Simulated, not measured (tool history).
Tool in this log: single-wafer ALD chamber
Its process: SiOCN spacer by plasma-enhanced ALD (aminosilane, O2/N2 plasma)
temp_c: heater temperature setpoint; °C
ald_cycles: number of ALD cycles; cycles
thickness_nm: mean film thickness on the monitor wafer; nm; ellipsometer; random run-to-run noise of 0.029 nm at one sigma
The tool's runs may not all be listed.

run 1 hour=0 | temp_c=375 ald_cycles=67 | thickness_nm=4.1644
run 2 hour=3.8 | temp_c=375 ald_cycles=70 | thickness_nm=4.3103
run 3 hour=12 | temp_c=382 ald_cycles=70 | thickness_nm=4.3314
run 4 hour=17.4 | temp_c=391 ald_cycles=70 | thickness_nm=4.3323
run 5 hour=18.7 | temp_c=391 ald_cycles=75 | thickness_nm=4.6279
run 6 hour=20.9 | temp_c=399 ald_cycles=75 | thickness_nm=4.6371
run 7 hour=27.8 | temp_c=399 ald_cycles=76 | thickness_nm=4.7254

Run 8 has not been measured yet. What should we expect?
run 8 hour=31.3 | temp_c=399 ald_cycles=77 | thickness_nm=?

thickness_nm: 4.741 nm
